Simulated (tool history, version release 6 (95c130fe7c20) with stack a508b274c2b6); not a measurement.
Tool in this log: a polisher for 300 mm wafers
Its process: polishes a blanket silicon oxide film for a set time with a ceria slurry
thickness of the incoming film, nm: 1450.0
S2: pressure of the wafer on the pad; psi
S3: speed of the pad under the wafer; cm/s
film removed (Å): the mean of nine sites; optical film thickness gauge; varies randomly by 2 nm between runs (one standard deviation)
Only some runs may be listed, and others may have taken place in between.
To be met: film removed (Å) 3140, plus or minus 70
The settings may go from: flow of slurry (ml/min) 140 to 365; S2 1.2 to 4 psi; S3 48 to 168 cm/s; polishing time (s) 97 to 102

Run 1, hour 0: flow of slurry (ml/min) 235, S2 2.6 psi, S3 108 cm/s, polishing time (s) 97. Result: film removed (Å) 4043.6.
Run 2, hour 2.1: flow of slurry (ml/min) 230, S2 2.5 psi, S3 108 cm/s, polishing time (s) 97. Result: film removed (Å) 3904.1.
Run 3, hour 4: flow of slurry (ml/min) 230, S2 2.5 psi, S3 108 cm/s, polishing time (s) 102. Result: film removed (Å) 4065.6.
Run 4, hour 10.9: flow of slurry (ml/min) 210, S2 2.5 psi, S3 108 cm/s, polishing time (s) 102. Result: film removed (Å) 4050.3.
Run 5, hour 15.4: flow of slurry (ml/min) 205, S2 2.4 psi, S3 108 cm/s, polishing time (s) 102. Result: film removed (Å) 3935.7.
Run 6, hour 21.5: flow of slurry (ml/min) 205, S2 2.3 psi, S3 108 cm/s, polishing time (s) 102. Result: film removed (Å) 3777.3.
Run 7, hour 29.5: flow of slurry (ml/min) 205, S2 2.2 psi, S3 108 cm/s, polishing time (s) 102. Result: film removed (Å) 3640.9.
Run 8, hour 31.5: flow of slurry (ml/min) 200, S2 2 psi, S3 108 cm/s, polishing time (s) 102. Result: film removed (Å) 3368.
Run 9, hour 37.7: flow of slurry (ml/min) 195, S2 1.9 psi, S3 108 cm/s, polishing time (s) 102. Result: film removed (Å) 3206.5.
At hour 45.2: head pressure recalibrated.
Run 10, hour 45.2: flow of slurry (ml/min) 190, S2 1.9 psi, S3 108 cm/s, polishing time (s) 102. Result: film removed (Å) 3411.3.
Run 11, hour 49.6: flow of slurry (ml/min) 200, S2 1.8 psi, S3 108 cm/s, polishing time (s) 102. Result: film removed (Å) 3319.1.
Run 12, hour 52.8: flow of slurry (ml/min) 195, S2 1.8 psi, S3 108 cm/s, polishing time (s) 102. Result: film removed (Å) 3328.2.
Run 13, hour 56.1: flow of slurry (ml/min) 190, S2 1.8 psi, S3 108 cm/s, polishing time (s) 102. Result: film removed (Å) 3290.6.

Pick the move, out of 4, that brings all results within their allowed miss; only one does.
Run A, hour 59.4: flow of slurry (ml/min) 155, S2 1.8 psi, S3 112 cm/s, polishing time (s) 97. Result: film removed (Å) ?.
Run B, hour 59.4: flow of slurry (ml/min) 160, S2 1.4 psi, S3 140 cm/s, polishing time (s) 101. Result: film removed (Å) ?.
Run C, hour 59.4: flow of slurry (ml/min) 205, S2 2.2 psi, S3 98 cm/s, polishing time (s) 99. Result: film removed (Å) ?.
Run D, hour 59.4: flow of slurry (ml/min) 215, S2 2.2 psi, S3 106 cm/s, polishing time (s) 97. Result: film removed (Å) ?.

move  film removed (Å)
   A            3172.9
   B            3400.7
   C            3464.1
   D            3681.6
A: each result inside its tolerance
B: further off than the last run
C: further off than the last run
D: further off than the last run
The move that meets every target is A.
